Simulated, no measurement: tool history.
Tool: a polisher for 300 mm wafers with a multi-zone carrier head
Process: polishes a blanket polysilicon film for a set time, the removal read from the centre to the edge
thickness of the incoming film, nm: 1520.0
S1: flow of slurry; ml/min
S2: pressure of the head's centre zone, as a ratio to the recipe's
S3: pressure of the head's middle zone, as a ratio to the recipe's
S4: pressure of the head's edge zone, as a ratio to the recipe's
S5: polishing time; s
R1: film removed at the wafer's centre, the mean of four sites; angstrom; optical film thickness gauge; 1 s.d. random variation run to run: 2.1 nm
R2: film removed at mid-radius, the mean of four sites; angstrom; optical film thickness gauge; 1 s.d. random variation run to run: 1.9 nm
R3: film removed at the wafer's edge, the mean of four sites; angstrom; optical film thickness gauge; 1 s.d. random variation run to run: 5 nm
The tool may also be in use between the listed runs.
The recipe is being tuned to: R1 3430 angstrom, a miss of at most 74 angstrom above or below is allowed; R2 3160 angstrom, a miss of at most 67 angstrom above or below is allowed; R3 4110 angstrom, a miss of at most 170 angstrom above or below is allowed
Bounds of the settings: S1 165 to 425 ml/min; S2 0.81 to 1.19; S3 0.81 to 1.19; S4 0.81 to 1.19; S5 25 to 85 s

| run | day | S1 | S2 | S3 | S4 | S5 | R1 | R2 | R3 |
|---|---|---|---|---|---|---|---|---|---|
| 1 | 0 | 275 | 1 | 1 | 1 | 55 | 3238.2 | 3093.6 | 3374.9 |
| 2 | 0.246 | 280 | 0.99 | 0.99 | 1.03 | 56 | 3264.4 | 3171.6 | 3484.9 |
| 3 | 0.442 | 275 | 0.99 | 0.96 | 1.06 | 57 | 3278.8 | 3119 | 3578.9 |
| 4 | 0.654 | 275 | 0.99 | 0.94 | 1.08 | 58 | 3379.4 | 3113.6 | 3645.1 |
| 5 | 1 | 210 | 0.99 | 0.94 | 1.08 | 58 | 3195.2 | 2990.4 | 3549.6 |
| 6 | 1.242 | 220 | 0.98 | 0.93 | 1.1 | 59 | 3318.2 | 3035 | 3741.8 |
| 7 | 1.612 | 225 | 0.98 | 0.93 | 1.12 | 59 | 3259.6 | 3046.3 | 3644.8 |
| 8 | 1.771 | 225 | 0.97 | 0.92 | 1.12 | 60 | 3296.3 | 3091.4 | 3804.1 |
| 9 | 1.817 | 230 | 0.97 | 0.91 | 1.13 | 60 | 3309.8 | 3061.3 | 3771.9 |

Consider the 4 candidate settings below. Which is the only one whose results all fall within their allowed miss of target?
| A | 1.862 | 170 | 0.96 | 0.94 | 1.14 | 67 | ? | ? | ? |
| B | 1.862 | 165 | 0.98 | 0.91 | 1.18 | 66 | ? | ? | ? |
| C | 1.862 | 220 | 0.95 | 0.96 | 0.96 | 58 | ? | ? | ? |
| D | 1.862 | 245 | 1.06 | 0.95 | 1.1 | 59 | ? | ? | ? |

| move | R1 | R2 | R3 |
|---|---|---|---|
| A | 3479.8 | 3315.3 | 4148.3 |
| B | 3474.1 | 3158 | 4142.8 |
| C | 3138.9 | 3059.2 | 3411.2 |
| D | 3626.7 | 3129.7 | 3752.3 |
A: gets the furthest-off result to its target, but another result is out of tolerance
B: every result lands within tolerance
C: the biggest miss grows against the last run
D: the biggest miss grows against the last run
So the answer is move B, the one that meets all the targets.
